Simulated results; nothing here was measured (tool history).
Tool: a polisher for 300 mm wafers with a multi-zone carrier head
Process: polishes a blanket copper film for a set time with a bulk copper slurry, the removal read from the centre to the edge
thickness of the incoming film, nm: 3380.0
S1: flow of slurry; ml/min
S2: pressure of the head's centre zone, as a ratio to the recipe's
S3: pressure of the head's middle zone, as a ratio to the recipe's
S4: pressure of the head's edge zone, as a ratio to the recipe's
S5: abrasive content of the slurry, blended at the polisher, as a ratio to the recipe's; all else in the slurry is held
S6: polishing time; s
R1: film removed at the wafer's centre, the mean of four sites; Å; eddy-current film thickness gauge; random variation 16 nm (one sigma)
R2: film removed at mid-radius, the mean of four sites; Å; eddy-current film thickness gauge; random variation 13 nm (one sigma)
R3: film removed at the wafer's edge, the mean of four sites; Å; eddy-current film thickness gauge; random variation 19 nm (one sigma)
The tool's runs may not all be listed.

{"run": 1, "hour": 0.0, "S1": 285, "S2": 1.0, "S3": 1.0, "S4": 1.0, "S5": 1.0, "S6": 77, "R1": 8508.0, "R2": 8599.8, "R3": 8661.2}
{"run": 2, "hour": 3.1, "S1": 285, "S2": 0.94, "S3": 1.0, "S4": 1.0, "S5": 1.0, "S6": 77, "R1": 7911.7, "R2": 8528.7, "R3": 8531.9}
{"run": 3, "hour": 7.8, "S1": 230, "S2": 0.94, "S3": 1.0, "S4": 1.0, "S5": 1.0, "S6": 77, "R1": 7745.1, "R2": 8365.0, "R3": 8429.0}
{"run": 4, "hour": 10.4, "S1": 235, "S2": 0.97, "S3": 1.01, "S4": 1.01, "S5": 1.05, "S6": 79, "R1": 8564.0, "R2": 8903.9, "R3": 8991.9}
{"run": 5, "hour": 16.2, "S1": 235, "S2": 0.97, "S3": 0.93, "S4": 1.01, "S5": 1.05, "S6": 79, "R1": 8491.1, "R2": 8135.3, "R3": 8834.8}
{"run": 6, "hour": 21.9, "S1": 175, "S2": 0.97, "S3": 0.93, "S4": 1.01, "S5": 1.05, "S6": 79, "R1": 8040.6, "R2": 7888.1, "R3": 8799.6}
{"run": 7, "hour": 28.6, "S1": 180, "S2": 0.99, "S3": 0.95, "S4": 1.02, "S5": 1.1, "S6": 81, "R1": 8711.3, "R2": 8247.2, "R3": 9182.2}
{"run": 8, "hour": 33.8, "S1": 190, "S2": 1.0, "S3": 0.98, "S4": 1.03, "S5": 1.15, "S6": 83, "R1": 9152.9, "R2": 8848.8, "R3": 9641.4}
{"run": 9, "hour": 36.2, "S1": 200, "S2": 1.02, "S3": 1.0, "S4": 1.04, "S5": 1.2, "S6": 85, "R1": 9626.6, "R2": 9544.5, "R3": 10136.0}
{"run": 10, "hour": 38.7, "S1": 200, "S2": 1.02, "S3": 1.0, "S4": 1.04, "S5": 1.2, "S6": 85, "R1": 9635.7, "R2": 9375.3, "R3": 9865.8}
{"run": 11, "hour": 40.8, "S1": 250, "S2": 1.12, "S3": 1.1, "S4": 1.14, "S5": 1.45, "S6": 102, "R1": 13776.0, "R2": 13092.0, "R3": 13388.0}
{"run": 12, "hour": 46.7, "S1": 250, "S2": 1.13, "S3": 1.1, "S4": 1.14, "S5": 1.45, "S6": 102, "R1": 13987.0, "R2": 13184.0, "R3": 13590.0}
{"run": 13, "hour": 55.1, "S1": 250, "S2": 1.14, "S3": 1.1, "S4": 1.14, "S5": 1.45, "S6": 102, "R1": 14000.0, "R2": 13255.0, "R3": 13424.0}
{"run": 14, "hour": 61.8, "S1": 250, "S2": 1.15, "S3": 1.1, "S4": 1.14, "S5": 1.45, "S6": 102, "R1": 14055.0, "R2": 13327.0, "R3": 13342.0}
{"run": 15, "hour": 68.8, "S1": 260, "S2": 1.17, "S3": 1.09, "S4": 1.14, "S5": 1.5, "S6": 102, "R1": 14393.0, "R2": 12985.0, "R3": 13592.0}

Run 16 comes next. What will it give?
{"run": 16, "hour": 76.5, "S1": 260, "S2": 1.17, "S3": 1.09, "S4": 1.14, "S5": 1.5, "S6": 102, "R1": "?", "R2": "?", "R3": "?"}

R1: 14414.0 Å
R2: 13037.0 Å
R3: 13394.0 Å

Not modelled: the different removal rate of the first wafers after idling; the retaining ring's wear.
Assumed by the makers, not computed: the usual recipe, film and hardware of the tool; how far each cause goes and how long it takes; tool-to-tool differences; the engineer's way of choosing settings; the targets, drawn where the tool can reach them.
